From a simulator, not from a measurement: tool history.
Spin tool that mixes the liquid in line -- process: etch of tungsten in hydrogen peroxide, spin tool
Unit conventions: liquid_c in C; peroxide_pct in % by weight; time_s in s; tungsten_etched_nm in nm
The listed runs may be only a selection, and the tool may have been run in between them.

Run 1, hour 0.0: liquid_c 54.0 C, peroxide_pct 23.5 % by weight, time_s 15 s. Result: tungsten_etched_nm 17.003 nm.
Run 2, hour 1.3: liquid_c 55.5 C, peroxide_pct 23.5 % by weight, time_s 15 s. Result: tungsten_etched_nm 18.779 nm.
Run 3, hour 4.2: liquid_c 55.5 C, peroxide_pct 23.5 % by weight, time_s 15 s. Result: tungsten_etched_nm 18.802 nm.
Run 4, hour 7.0: liquid_c 56.5 C, peroxide_pct 23.5 % by weight, time_s 15 s. Result: tungsten_etched_nm 19.607 nm.
Run 5, hour 11.0: liquid_c 56.5 C, peroxide_pct 20.5 % by weight, time_s 15 s. Result: tungsten_etched_nm 18.388 nm.
Run 6, hour 15.0: liquid_c 56.5 C, peroxide_pct 17.0 % by weight, time_s 15 s. Result: tungsten_etched_nm 17.005 nm.
Run 7, hour 22.2: liquid_c 58.0 C, peroxide_pct 17.0 % by weight, time_s 15 s. Result: tungsten_etched_nm 18.339 nm.
Run 8, hour 26.9: liquid_c 59.0 C, peroxide_pct 17.0 % by weight, time_s 15 s. Result: tungsten_etched_nm 19.505 nm.

Run 9 has not been measured yet. What should we expect?
Run 9, hour 28.7: liquid_c 60.0 C, peroxide_pct 17.0 % by weight, time_s 15 s. Result: tungsten_etched_nm ?.

tungsten_etched_nm: 20.527 nm
